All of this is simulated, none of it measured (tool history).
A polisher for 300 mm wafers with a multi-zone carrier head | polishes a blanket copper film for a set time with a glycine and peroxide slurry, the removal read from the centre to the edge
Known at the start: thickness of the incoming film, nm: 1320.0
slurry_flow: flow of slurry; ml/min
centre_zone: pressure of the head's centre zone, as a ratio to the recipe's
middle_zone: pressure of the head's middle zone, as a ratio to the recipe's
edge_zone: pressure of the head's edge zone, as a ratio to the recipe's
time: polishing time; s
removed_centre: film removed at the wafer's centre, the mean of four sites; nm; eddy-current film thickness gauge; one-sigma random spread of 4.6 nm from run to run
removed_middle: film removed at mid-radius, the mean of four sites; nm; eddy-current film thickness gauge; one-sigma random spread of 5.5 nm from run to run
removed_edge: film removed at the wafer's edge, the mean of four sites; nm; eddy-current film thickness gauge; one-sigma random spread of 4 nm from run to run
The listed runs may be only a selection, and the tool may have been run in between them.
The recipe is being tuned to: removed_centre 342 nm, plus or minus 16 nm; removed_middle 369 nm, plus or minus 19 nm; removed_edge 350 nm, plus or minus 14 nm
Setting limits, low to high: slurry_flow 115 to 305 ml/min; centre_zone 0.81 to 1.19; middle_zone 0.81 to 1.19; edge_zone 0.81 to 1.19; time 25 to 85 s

| run | day | slurry_flow | centre_zone | middle_zone | edge_zone | time | removed_centre | removed_middle | removed_edge |
|---|---|---|---|---|---|---|---|---|---|
| 1 | 0 | 195 | 1 | 1 | 1 | 55 | 223.75 | 229.14 | 226.18 |
| 2 | 0.333 | 195 | 0.97 | 1 | 1 | 55 | 213.86 | 229.52 | 226.99 |
| 3 | 0.708 | 160 | 0.97 | 1 | 1 | 55 | 214.78 | 219.78 | 217.11 |
| 4 | 1.038 | 160 | 0.97 | 1 | 0.93 | 55 | 216.32 | 224.73 | 214.7 |
| 5 | 1.392 | 185 | 0.98 | 1.01 | 0.95 | 61 | 241.73 | 246.83 | 247.92 |
| 6 | 1.692 | 205 | 1 | 1.06 | 0.93 | 65 | 266.92 | 280.49 | 257.39 |
| 7 | 1.942 | 215 | 1 | 1.07 | 0.95 | 69 | 286.8 | 310.16 | 277.58 |
| 8 | 2.142 | 225 | 1 | 1.06 | 0.97 | 72 | 307.71 | 312.46 | 295.21 |
| 9 | 2.275 | 230 | 0.98 | 1.07 | 0.98 | 75 | 305.67 | 334.16 | 311.22 |
| 10 | 2.379 | 230 | 0.98 | 1.07 | 0.99 | 77 | 316.26 | 340.78 | 316.07 |
| 11 | 2.562 | 235 | 0.98 | 1.07 | 1 | 79 | 325.21 | 354.47 | 334.25 |

Which one of the following 5 next-run settings gets every result inside its allowed miss? There is exactly one.
| A | 2.746 | 280 | 0.95 | 1.02 | 0.95 | 84 | ? | ? | ? |
| B | 2.746 | 275 | 1.06 | 1.16 | 0.94 | 76 | ? | ? | ? |
| C | 2.746 | 260 | 0.92 | 0.94 | 1.02 | 81 | ? | ? | ? |
| D | 2.746 | 230 | 0.9 | 1.1 | 1.04 | 83 | ? | ? | ? |
| E | 2.746 | 295 | 0.98 | 1.19 | 1.08 | 84 | ? | ? | ? |

| move | removed_centre | removed_middle | removed_edge |
|---|---|---|---|
| A | 344.06 | 363.83 | 351.77 |
| B | 347.17 | 358.66 | 316.5 |
| C | 318.27 | 329.77 | 343.75 |
| D | 314.24 | 370.19 | 349.68 |
| E | 357.41 | 406.6 | 364.74 |
A: in spec on every target
B: further off than the last run
C: brings the last run's worst result on target, with another outside its allowed miss
D: brings the last run's worst result on target, with another outside its allowed miss
E: the result that was furthest off in the last run now lies on the other side of its target
The move that meets every target is A.
